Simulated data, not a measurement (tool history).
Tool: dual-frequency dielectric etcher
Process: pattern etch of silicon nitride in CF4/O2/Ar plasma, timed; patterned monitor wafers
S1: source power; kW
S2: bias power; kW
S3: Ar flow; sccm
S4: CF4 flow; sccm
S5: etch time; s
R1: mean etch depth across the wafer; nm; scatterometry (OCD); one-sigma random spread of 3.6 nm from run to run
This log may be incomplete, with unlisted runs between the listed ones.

run,hour,S1,S2,S3,S4,S5,R1
1,0,0.52,0.048,135,112,235.5,451.19
2,6.5,0.54,0.048,135,112,235.5,463.01
3,13.2,0.54,0.048,135,112,235.5,468.76
4,14.5,0.54,0.048,135,112,214.5,425.44
5,19.5,0.58,0.048,135,112,214.5,453.39
6,20.5,0.61,0.048,135,112,214.5,472.32

Estimate the outcome of run 7 from the log above:
7,22.2,0.63,0.048,135,112,214.5,?

Run 7 yielded R1 487.92 nm.
